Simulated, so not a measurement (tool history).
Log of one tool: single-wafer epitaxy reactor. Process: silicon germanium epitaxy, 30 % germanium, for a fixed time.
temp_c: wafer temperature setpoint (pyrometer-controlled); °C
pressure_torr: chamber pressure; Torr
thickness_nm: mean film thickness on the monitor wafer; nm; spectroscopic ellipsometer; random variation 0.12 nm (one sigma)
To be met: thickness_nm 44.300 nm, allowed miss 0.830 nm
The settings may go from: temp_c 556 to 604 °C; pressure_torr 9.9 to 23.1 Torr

| run | hour | temp_c | pressure_torr | thickness_nm |
|---|---|---|---|---|
| 1 | 0.0 | 580 | 16.5 | 35.978 |
| 2 | 8.2 | 570 | 16.5 | 28.908 |
| 3 | 16.4 | 570 | 18.7 | 30.443 |
| 4 | 25.0 | 573 | 18.7 | 32.506 |
| 5 | 28.7 | 575 | 18.7 | 33.948 |
| 6 | 30.2 | 577 | 18.7 | 35.368 |
| 7 | 37.6 | 579 | 18.7 | 36.935 |
| 8 | 45.3 | 580 | 18.7 | 37.937 |
| 9 | 52.4 | 581 | 18.7 | 38.688 |
| 10 | 58.5 | 582 | 18.7 | 39.376 |
| 11 | 59.6 | 583 | 18.7 | 40.346 |
| 12 | 65.6 | 583 | 18.7 | 40.344 |
| 13 | 66.3 | 589 | 18.8 | 45.999 |

5 next moves are on the table. One of them brings every result within its allowed miss. Which?
| A | 67.0 | 588 | 19.7 | ? |
| B | 67.0 | 589 | 19.7 | ? |
| C | 67.0 | 591 | 17.3 | ? |
| D | 67.0 | 590 | 16.1 | ? |
| E | 67.0 | 590 | 18.4 | ? |

| move | thickness_nm |
|---|---|
| A | 45.629 |
| B | 46.612 |
| C | 46.237 |
| D | 44.022 |
| E | 46.365 |
A: nearer than the last run, and not there yet
B: further off than the last run
C: further off than the last run
D: meets every target
E: further off than the last run
The right move is D.

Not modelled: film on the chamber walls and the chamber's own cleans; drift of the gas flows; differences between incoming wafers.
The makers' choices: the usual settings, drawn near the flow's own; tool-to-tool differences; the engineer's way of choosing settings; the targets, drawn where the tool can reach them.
